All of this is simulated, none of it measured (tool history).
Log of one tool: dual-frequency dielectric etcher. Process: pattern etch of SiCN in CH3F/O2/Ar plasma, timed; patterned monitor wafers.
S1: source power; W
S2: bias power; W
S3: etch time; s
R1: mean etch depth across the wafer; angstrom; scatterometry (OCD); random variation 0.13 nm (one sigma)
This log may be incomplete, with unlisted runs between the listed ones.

| run | hour | S1 | S2 | S3 | R1 |
|---|---|---|---|---|---|
| 1 | 0.0 | 430 | 89 | 54.0 | 255.26 |
| 2 | 1.6 | 390 | 86 | 54.0 | 240.54 |
| 3 | 7.4 | 350 | 86 | 54.0 | 231.45 |
| 4 | 7.9 | 350 | 96 | 54.0 | 240.62 |
| 5 | 12.5 | 350 | 109 | 54.0 | 251.19 |
| 6 | 20.4 | 320 | 105 | 54.0 | 235.14 |
| 7 | 21.3 | 300 | 104 | 54.0 | 231.81 |
| 8 | 27.8 | 290 | 102 | 54.0 | 225.84 |
| 9 | 35.2 | 280 | 102 | 54.0 | 221.73 |

Run 10 has not been measured yet. What should we expect?
| 10 | 42.5 | 250 | 100 | 54.0 | ? |

Run 10 yielded R1 209.17 angstrom.
